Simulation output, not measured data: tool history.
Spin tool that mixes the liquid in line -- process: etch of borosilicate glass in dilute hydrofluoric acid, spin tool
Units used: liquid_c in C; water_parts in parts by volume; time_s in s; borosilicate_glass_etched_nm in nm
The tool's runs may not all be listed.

run 1 hour=0.0 | liquid_c=23.0 water_parts=55 time_s=45 | borosilicate_glass_etched_nm=33.390
run 2 hour=8.1 | liquid_c=22.0 water_parts=55 time_s=45 | borosilicate_glass_etched_nm=32.089
run 3 hour=16.4 | liquid_c=22.0 water_parts=55 time_s=45 | borosilicate_glass_etched_nm=32.023
run 4 hour=22.8 | liquid_c=22.0 water_parts=55 time_s=50 | borosilicate_glass_etched_nm=35.828
run 5 hour=24.4 | liquid_c=22.0 water_parts=55 time_s=45 | borosilicate_glass_etched_nm=32.601
run 6 hour=26.2 | liquid_c=22.0 water_parts=35 time_s=45 | borosilicate_glass_etched_nm=51.556
run 7 hour=27.5 | liquid_c=21.0 water_parts=40 time_s=45 | borosilicate_glass_etched_nm=42.848
run 8 hour=28.9 | liquid_c=20.0 water_parts=40 time_s=45 | borosilicate_glass_etched_nm=41.139
run 9 hour=31.8 | liquid_c=19.5 water_parts=45 time_s=45 | borosilicate_glass_etched_nm=36.099

What will run 10 give?
run 10 hour=33.7 | liquid_c=19.0 water_parts=45 time_s=45 | borosilicate_glass_etched_nm=?

borosilicate_glass_etched_nm: 34.978 nm
